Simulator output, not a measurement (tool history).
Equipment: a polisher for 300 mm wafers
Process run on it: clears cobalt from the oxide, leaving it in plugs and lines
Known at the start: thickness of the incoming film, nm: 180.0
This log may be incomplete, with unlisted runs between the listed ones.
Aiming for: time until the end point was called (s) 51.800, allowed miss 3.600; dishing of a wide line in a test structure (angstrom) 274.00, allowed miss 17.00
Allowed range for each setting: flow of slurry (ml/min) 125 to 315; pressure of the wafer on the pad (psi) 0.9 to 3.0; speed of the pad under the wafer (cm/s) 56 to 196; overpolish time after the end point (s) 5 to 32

run  hour  flow of slurry (ml/min)  pressure of the wafer on the pad (psi)  speed of the pad under the wafer (cm/s)  overpolish time after the end point (s)  time until the end point was called (s)  dishing of a wide line in a test structure (angstrom)
  1   0.0                      205                                     1.9                                      126                                       16                                   29.798                                                 468.64
  2   8.1                      205                                     1.9                                      126                                       13                                   28.123                                                 426.60
  3   9.6                      205                                     1.9                                      126                                       20                                   28.447                                                 501.37
  4  15.6                      205                                     1.8                                      122                                       18                                   30.678                                                 471.53
  5  19.0                      205                                     1.8                                      122                                       15                                   32.252                                                 452.01
  6  22.5                      195                                     1.8                                      114                                       14                                   33.743                                                 415.34
  7  27.3                      185                                     1.8                                      110                                       13                                   33.999                                                 409.01
  8  35.3                      185                                     1.8                                      110                                       13                                   34.153                                                 393.36
  9  43.7                      180                                     1.7                                      108                                       12                                   36.333                                                 366.09
 10  48.8                      175                                     1.1                                      102                                        6                                   58.434                                                 158.54
 11  54.4                      175                                     1.1                                      102                                        6                                   59.367                                                 151.19
 12  56.1                      175                                     1.2                                       98                                        7                                   57.012                                                 185.27

Below are 5 possible settings for the next run. Only one of them brings all results inside the allowed miss of their targets. Which is it?
  A  57.8                      160                                     1.3                                       76                                       13                                        ?                                                      ?
  B  57.8                      195                                     1.5                                       80                                       11                                        ?                                                      ?
  C  57.8                      165                                     1.1                                      120                                       13                                        ?                                                      ?
  D  57.8                      175                                     1.2                                       88                                       13                                        ?                                                      ?
  E  57.8                      155                                     1.1                                       90                                       11                                        ?                                                      ?

move  time until the end point was called (s)  dishing of a wide line in a test structure (angstrom)
   A                                   64.654                                                 265.41
   B                                   52.792                                                 271.83
   C                                   52.679                                                 304.94
   D                                   61.638                                                 274.45
   E                                   66.950                                                 228.71
A: brings the last run's worst result on target, with another outside its allowed miss
B: all results in spec
C: carries the result that was furthest off beyond its target, to the other side
D: brings the last run's worst result on target, with another outside its allowed miss
E: nearer than the last run, and not there yet
Go with B: it meets all targets.
